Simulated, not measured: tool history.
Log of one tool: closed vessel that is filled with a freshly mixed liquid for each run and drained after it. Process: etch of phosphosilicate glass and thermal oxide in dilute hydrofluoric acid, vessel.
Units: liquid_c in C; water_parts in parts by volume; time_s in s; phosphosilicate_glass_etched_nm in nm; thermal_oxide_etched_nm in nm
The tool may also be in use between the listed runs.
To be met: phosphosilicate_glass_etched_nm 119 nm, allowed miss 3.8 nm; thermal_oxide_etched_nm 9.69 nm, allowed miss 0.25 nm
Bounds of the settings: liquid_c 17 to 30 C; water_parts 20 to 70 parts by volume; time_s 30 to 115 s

| run | hour | liquid_c | water_parts | time_s | phosphosilicate_glass_etched_nm | thermal_oxide_etched_nm |
|---|---|---|---|---|---|---|
| 1 | 0 | 22 | 40 | 60 | 78.016 | 6.3287 |
| 2 | 7.9 | 24.5 | 40 | 60 | 86.426 | 7.0623 |
| 3 | 15.1 | 26 | 40 | 60 | 92.753 | 7.5589 |
| 4 | 19.1 | 23 | 40 | 60 | 82.527 | 6.6841 |
| 5 | 20.9 | 23 | 25 | 60 | 133.4 | 10.917 |
| 6 | 24.7 | 23 | 20 | 60 | 166.81 | 13.488 |
| 7 | 32.6 | 21.5 | 20 | 60 | 155.18 | 12.669 |
| 8 | 33.5 | 20 | 20 | 60 | 146.62 | 11.942 |
| 9 | 35.7 | 19 | 20 | 60 | 142.89 | 11.591 |
| 10 | 37.3 | 17 | 25 | 60 | 103.72 | 8.4096 |
| 11 | 45.2 | 18 | 25 | 60 | 105.97 | 8.7886 |
| 12 | 52 | 18.5 | 20 | 60 | 137.42 | 11.233 |
| 13 | 56.1 | 18 | 20 | 60 | 134.8 | 11.193 |
| 14 | 61.9 | 17.5 | 20 | 60 | 129.52 | 10.63 |
| 15 | 65.5 | 17 | 20 | 60 | 129.09 | 10.463 |

Which of these 4 next moves meets every target?
| A | 69.1 | 20.5 | 25 | 65 | ? | ? |
| B | 69.1 | 17 | 20 | 55 | ? | ? |
| C | 69.1 | 26.5 | 25 | 50 | ? | ? |
| D | 69.1 | 23 | 30 | 70 | ? | ? |

| move | phosphosilicate_glass_etched_nm | thermal_oxide_etched_nm |
|---|---|---|
| A | 130.07 | 10.536 |
| B | 118.72 | 9.6168 |
| C | 128.87 | 10.439 |
| D | 129.04 | 10.452 |
A: further off than the last run
B: meets every target
C: as far off as the last run
D: as far off as the last run
Move B is the one to make.
